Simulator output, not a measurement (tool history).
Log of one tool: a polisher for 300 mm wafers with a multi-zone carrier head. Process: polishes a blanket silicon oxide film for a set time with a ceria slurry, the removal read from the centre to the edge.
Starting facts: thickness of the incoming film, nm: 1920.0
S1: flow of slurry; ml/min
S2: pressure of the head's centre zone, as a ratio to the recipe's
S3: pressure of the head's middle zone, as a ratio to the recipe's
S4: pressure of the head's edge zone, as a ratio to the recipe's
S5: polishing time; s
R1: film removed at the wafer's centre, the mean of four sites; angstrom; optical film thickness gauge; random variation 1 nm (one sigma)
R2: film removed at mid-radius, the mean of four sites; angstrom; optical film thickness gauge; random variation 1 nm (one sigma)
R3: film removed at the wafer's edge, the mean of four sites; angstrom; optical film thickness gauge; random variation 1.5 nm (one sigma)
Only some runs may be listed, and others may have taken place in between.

Run 1, hour 0: S1 285 ml/min, S2 1, S3 1, S4 1, S5 31 s. Result: R1 1888.7 angstrom, R2 1899.2 angstrom, R3 1867.4 angstrom.
Run 2, hour 8.4: S1 285 ml/min, S2 0.94, S3 1, S4 1, S5 31 s. Result: R1 1861.5 angstrom, R2 1891.9 angstrom, R3 1867.3 angstrom.
Run 3, hour 10.4: S1 285 ml/min, S2 0.94, S3 1, S4 1.09, S5 31 s. Result: R1 1834.9 angstrom, R2 1896.3 angstrom, R3 1955.8 angstrom.
Run 4, hour 14.5: S1 280 ml/min, S2 0.94, S3 0.96, S4 1.04, S5 27 s. Result: R1 1592.5 angstrom, R2 1615.4 angstrom, R3 1675.8 angstrom.
Run 5, hour 22.6: S1 275 ml/min, S2 0.96, S3 0.92, S4 0.99, S5 24 s. Result: R1 1426.7 angstrom, R2 1396.4 angstrom, R3 1440.2 angstrom.
Run 6, hour 23.8: S1 270 ml/min, S2 0.97, S3 0.89, S4 0.96, S5 23 s. Result: R1 1362.6 angstrom, R2 1320.6 angstrom, R3 1338 angstrom.
Run 7, hour 27.4: S1 265 ml/min, S2 0.98, S3 0.87, S4 0.96, S5 22 s. Result: R1 1336.4 angstrom, R2 1237.3 angstrom, R3 1311.4 angstrom.
Run 8, hour 36.3: S1 260 ml/min, S2 0.95, S3 0.82, S4 0.86, S5 18 s. Result: R1 1068.2 angstrom, R2 990.46 angstrom, R3 1007.8 angstrom.
Run 9, hour 40.2: S1 275 ml/min, S2 0.96, S3 0.83, S4 0.89, S5 18 s. Result: R1 1068.9 angstrom, R2 992.82 angstrom, R3 1020.6 angstrom.

What will run 10 give?
Run 10, hour 42.1: S1 270 ml/min, S2 0.98, S3 0.84, S4 0.91, S5 18 s. Result: R1 ?, R2 ?, R3 ?.

R1: 1079.9 angstrom
R2: 997.8 angstrom
R3: 1026.7 angstrom
